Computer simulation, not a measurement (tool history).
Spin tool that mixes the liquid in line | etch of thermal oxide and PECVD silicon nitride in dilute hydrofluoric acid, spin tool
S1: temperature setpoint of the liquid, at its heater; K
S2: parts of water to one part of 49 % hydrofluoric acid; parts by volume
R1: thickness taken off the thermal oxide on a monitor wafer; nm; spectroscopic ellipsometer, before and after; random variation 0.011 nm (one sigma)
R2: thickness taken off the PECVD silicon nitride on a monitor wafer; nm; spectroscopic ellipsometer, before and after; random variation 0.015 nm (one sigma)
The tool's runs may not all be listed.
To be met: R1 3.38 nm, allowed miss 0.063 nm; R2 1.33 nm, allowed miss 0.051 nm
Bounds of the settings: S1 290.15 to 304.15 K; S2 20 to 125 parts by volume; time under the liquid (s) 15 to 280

run 1 hour=0 | S1=296.15 S2=70 time_under_the_liquid_(s)=145 | R1=10.442 R2=3.3724
run 2 hour=6.2 | S1=296.65 S2=80 time_under_the_liquid_(s)=135 | R1=8.5573 R2=2.849
run 3 hour=8.6 | S1=297.15 S2=90 time_under_the_liquid_(s)=125 | R1=7.134 R2=2.474
run 4 hour=11.7 | S1=294.65 S2=90 time_under_the_liquid_(s)=125 | R1=6.408 R2=2.0358
run 5 hour=14.8 | S1=294.65 S2=105 time_under_the_liquid_(s)=125 | R1=5.3984 R2=1.7736
run 6 hour=19.3 | S1=294.65 S2=125 time_under_the_liquid_(s)=125 | R1=4.4538 R2=1.5093
run 7 hour=27.8 | S1=298.65 S2=125 time_under_the_liquid_(s)=55 | R1=2.2801 R2=0.84869
run 8 hour=31.3 | S1=299.15 S2=120 time_under_the_liquid_(s)=55 | R1=2.4504 R2=0.90142
run 9 hour=35.4 | S1=299.65 S2=115 time_under_the_liquid_(s)=55 | R1=2.6153 R2=0.98105
run 10 hour=40.3 | S1=300.15 S2=110 time_under_the_liquid_(s)=55 | R1=2.8127 R2=1.058
run 11 hour=46.7 | S1=300.65 S2=110 time_under_the_liquid_(s)=55 | R1=2.8595 R2=1.1173
run 12 hour=48.4 | S1=301.15 S2=105 time_under_the_liquid_(s)=55 | R1=3.077 R2=1.2028

Which of these 5 next moves meets every target?
run A hour=50.1 | S1=302.15 S2=100 time_under_the_liquid_(s)=55 | R1=? R2=?
run B hour=50.1 | S1=294.65 S2=125 time_under_the_liquid_(s)=100 | R1=? R2=?
run C hour=50.1 | S1=296.65 S2=100 time_under_the_liquid_(s)=70 | R1=? R2=?
run D hour=50.1 | S1=296.65 S2=85 time_under_the_liquid_(s)=60 | R1=? R2=?
run E hour=50.1 | S1=300.15 S2=105 time_under_the_liquid_(s)=65 | R1=? R2=?

move=A R1=3.3723 R2=1.333
move=B R1=3.554 R2=1.1939
move=C R1=3.4669 R2=1.1885
move=D R1=3.561 R2=1.1956
move=E R1=3.4935 R2=1.3209
A: meets every target
B: takes the result that was furthest off past its target
C: takes the result that was furthest off past its target
D: takes the result that was furthest off past its target
E: takes the result that was furthest off past its target
Answer: A
